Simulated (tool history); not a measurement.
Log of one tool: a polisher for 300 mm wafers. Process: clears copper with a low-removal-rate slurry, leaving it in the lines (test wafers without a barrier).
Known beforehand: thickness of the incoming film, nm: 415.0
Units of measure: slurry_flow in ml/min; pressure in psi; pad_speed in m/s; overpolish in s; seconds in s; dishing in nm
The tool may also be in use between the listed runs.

run 1 day=0.000 | slurry_flow=195 pressure=2.9 pad_speed=0.90 slurry_solids=1.0 overpolish=30 | seconds=163.27 dishing=45.798
run 2 day=0.133 | slurry_flow=195 pressure=2.9 pad_speed=0.90 slurry_solids=1.0 overpolish=19 | seconds=160.99 dishing=33.294
run 3 day=0.300 | slurry_flow=195 pressure=2.2 pad_speed=0.90 slurry_solids=1.0 overpolish=19 | seconds=215.46 dishing=26.922
run 4 day=0.500 | slurry_flow=195 pressure=2.2 pad_speed=0.80 slurry_solids=1.0 overpolish=19 | seconds=227.51 dishing=24.424
run 5 day=0.858 | slurry_flow=190 pressure=2.5 pad_speed=0.84 slurry_solids=1.0 overpolish=25 | seconds=198.09 dishing=34.687
run 6 day=0.921 | slurry_flow=190 pressure=2.5 pad_speed=0.62 slurry_solids=1.0 overpolish=25 | seconds=266.51 dishing=27.180
run 7 day=1.258 | slurry_flow=185 pressure=3.3 pad_speed=0.72 slurry_solids=1.0 overpolish=39 | seconds=182.14 dishing=52.074

Forecast run 8:
run 8 day=1.367 | slurry_flow=185 pressure=3.5 pad_speed=0.72 slurry_solids=1.0 overpolish=40 | seconds=? dishing=?

Run 8 came out at seconds 172.38 s, dishing 54.881 nm.
